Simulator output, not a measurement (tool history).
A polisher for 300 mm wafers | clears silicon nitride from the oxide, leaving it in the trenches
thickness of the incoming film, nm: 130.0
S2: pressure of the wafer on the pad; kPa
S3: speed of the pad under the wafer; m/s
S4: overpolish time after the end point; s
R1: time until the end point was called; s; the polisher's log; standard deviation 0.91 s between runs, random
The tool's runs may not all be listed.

run 1 hour=0.0 | flow_of_slurry_(ml/min)=275 S2=22.1 S3=1.08 S4=41 | R1=101.530
run 2 hour=2.2 | flow_of_slurry_(ml/min)=275 S2=23.4 S3=1.08 S4=41 | R1=95.693
run 3 hour=4.0 | flow_of_slurry_(ml/min)=275 S2=23.4 S3=0.94 S4=41 | R1=107.870
run 4 hour=7.4 | flow_of_slurry_(ml/min)=275 S2=25.5 S3=0.94 S4=41 | R1=98.642
run 5 hour=10.4 | flow_of_slurry_(ml/min)=275 S2=29.6 S3=0.94 S4=41 | R1=86.466
run 6 hour=16.1 | flow_of_slurry_(ml/min)=275 S2=26.2 S3=0.94 S4=41 | R1=99.516

For run 7, what comes out?
run 7 hour=20.9 | flow_of_slurry_(ml/min)=275 S2=28.3 S3=0.94 S4=41 | R1=?

Run 7 produced R1 90.194 s.
